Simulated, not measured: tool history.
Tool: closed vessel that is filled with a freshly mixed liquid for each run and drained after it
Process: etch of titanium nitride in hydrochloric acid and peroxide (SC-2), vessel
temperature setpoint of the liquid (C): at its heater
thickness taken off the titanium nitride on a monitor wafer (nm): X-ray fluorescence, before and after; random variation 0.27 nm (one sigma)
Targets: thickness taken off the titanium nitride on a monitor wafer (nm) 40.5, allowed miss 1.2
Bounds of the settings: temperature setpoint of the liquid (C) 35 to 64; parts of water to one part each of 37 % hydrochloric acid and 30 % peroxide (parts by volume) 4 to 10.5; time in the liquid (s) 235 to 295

run	hour	temperature setpoint of the liquid (C)	parts of water to one part each of 37 % hydrochloric acid and 30 % peroxide (parts by volume)	time in the liquid (s)	thickness taken off the titanium nitride on a monitor wafer (nm)
1	0	48	5.5	295	19.806
2	8.7	50.5	5.5	295	23.357
3	17.4	52.5	5.5	295	26.715
4	26.1	52.5	7	295	22.31
5	34.1	54.5	7	295	25.112
6	41.4	59.5	7	295	34.748
7	50	60	7	295	35.787
8	56.3	60.5	7	295	37.194
9	57.7	61	7	295	38.103

5 next moves are on the table. One of them brings every result within its allowed miss. Which?
A	59.1	61.5	7.5	280	?
B	59.1	60.5	7	295	?
C	59.1	61	6.5	265	?
D	59.1	56.5	4.5	295	?
E	59.1	64	9.5	290	?

move	thickness taken off the titanium nitride on a monitor wafer (nm)
A	35.505
B	37.098
C	36.405
D	39.876
E	35.445
A: further off than the last run
B: further off than the last run
C: further off than the last run
D: meets every target
E: further off than the last run
Answer: D
